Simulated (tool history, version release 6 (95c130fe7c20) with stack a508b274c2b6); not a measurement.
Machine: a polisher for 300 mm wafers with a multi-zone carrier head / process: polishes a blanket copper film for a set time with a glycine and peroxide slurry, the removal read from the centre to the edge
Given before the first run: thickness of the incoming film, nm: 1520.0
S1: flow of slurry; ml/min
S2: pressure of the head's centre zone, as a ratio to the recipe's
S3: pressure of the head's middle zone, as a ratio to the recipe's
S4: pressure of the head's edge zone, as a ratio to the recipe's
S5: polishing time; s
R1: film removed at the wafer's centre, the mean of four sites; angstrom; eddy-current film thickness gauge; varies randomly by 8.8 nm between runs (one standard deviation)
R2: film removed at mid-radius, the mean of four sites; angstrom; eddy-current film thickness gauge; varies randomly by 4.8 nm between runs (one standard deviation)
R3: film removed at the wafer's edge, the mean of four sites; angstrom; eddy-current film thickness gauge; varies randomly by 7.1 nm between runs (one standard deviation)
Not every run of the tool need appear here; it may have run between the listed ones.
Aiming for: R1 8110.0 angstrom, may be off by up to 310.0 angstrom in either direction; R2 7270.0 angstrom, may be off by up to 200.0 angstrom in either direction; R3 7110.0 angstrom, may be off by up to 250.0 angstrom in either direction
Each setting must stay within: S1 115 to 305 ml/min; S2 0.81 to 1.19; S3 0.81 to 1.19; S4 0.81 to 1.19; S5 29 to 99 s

{"run": 1, "hour": 0.0, "S1": 195, "S2": 1.0, "S3": 1.0, "S4": 1.0, "S5": 64, "R1": 4890.7, "R2": 4884.1, "R3": 4917.2}
{"run": 2, "hour": 6.6, "S1": 195, "S2": 1.08, "S3": 1.0, "S4": 1.0, "S5": 64, "R1": 5240.4, "R2": 4919.8, "R3": 4951.9}
{"run": 3, "hour": 13.1, "S1": 195, "S2": 1.08, "S3": 0.96, "S4": 1.0, "S5": 64, "R1": 5237.7, "R2": 4747.2, "R3": 4939.1}
{"run": 4, "hour": 19.9, "S1": 210, "S2": 1.1, "S3": 0.98, "S4": 1.02, "S5": 68, "R1": 5817.0, "R2": 5188.8, "R3": 5290.4}
{"run": 5, "hour": 26.0, "S1": 210, "S2": 1.11, "S3": 1.0, "S4": 1.04, "S5": 72, "R1": 6027.2, "R2": 5599.5, "R3": 5678.8}
{"run": 6, "hour": 29.1, "S1": 210, "S2": 1.11, "S3": 1.0, "S4": 1.1, "S5": 72, "R1": 6206.8, "R2": 5578.6, "R3": 5777.8}
{"run": 7, "hour": 37.3, "S1": 220, "S2": 1.13, "S3": 1.01, "S4": 1.11, "S5": 74, "R1": 6288.2, "R2": 5836.9, "R3": 5944.9}
{"run": 8, "hour": 41.4, "S1": 220, "S2": 1.14, "S3": 1.01, "S4": 1.09, "S5": 77, "R1": 6741.2, "R2": 6048.3, "R3": 6172.3}
{"run": 9, "hour": 43.1, "S1": 225, "S2": 1.15, "S3": 1.02, "S4": 1.09, "S5": 79, "R1": 6920.0, "R2": 6205.6, "R3": 6361.6}
{"run": 10, "hour": 49.6, "S1": 235, "S2": 1.16, "S3": 1.03, "S4": 1.07, "S5": 81, "R1": 7233.7, "R2": 6539.5, "R3": 6460.7}
{"run": 11, "hour": 53.9, "S1": 240, "S2": 1.17, "S3": 1.03, "S4": 1.08, "S5": 82, "R1": 7378.3, "R2": 6523.2, "R3": 6522.3}
{"run": 12, "hour": 58.7, "S1": 240, "S2": 1.17, "S3": 1.04, "S4": 1.08, "S5": 83, "R1": 7447.4, "R2": 6728.3, "R3": 6691.4}
{"run": 13, "hour": 61.0, "S1": 245, "S2": 1.17, "S3": 1.04, "S4": 1.08, "S5": 84, "R1": 7598.1, "R2": 6744.3, "R3": 6727.6}

Exactly one of the 4 candidate moves below puts every result within its allowed miss. Which one?
{"run": "A", "hour": 63.3, "S1": 285, "S2": 1.19, "S3": 1.19, "S4": 0.96, "S5": 80, "R1": "?", "R2": "?", "R3": "?"}
{"run": "B", "hour": 63.3, "S1": 255, "S2": 1.19, "S3": 1.07, "S4": 1.1, "S5": 87, "R1": "?", "R2": "?", "R3": "?"}
{"run": "C", "hour": 63.3, "S1": 175, "S2": 1.15, "S3": 1.14, "S4": 1.13, "S5": 90, "R1": "?", "R2": "?", "R3": "?"}
{"run": "D", "hour": 63.3, "S1": 240, "S2": 1.19, "S3": 1.11, "S4": 1.06, "S5": 82, "R1": "?", "R2": "?", "R3": "?"}

move=A R1=7330.5 R2=7319.1 R3=6138.2
move=B R1=7877.8 R2=7216.9 R3=7010.0
move=C R1=7580.1 R2=7576.6 R3=7126.3
move=D R1=7380.4 R2=6971.1 R3=6475.5
A: gets the furthest-off result to its target, but another result is out of tolerance
B: every result within its allowed miss
C: carries the result that was furthest off beyond its target, to the other side
D: no better and no worse than the last run
B meets every target.
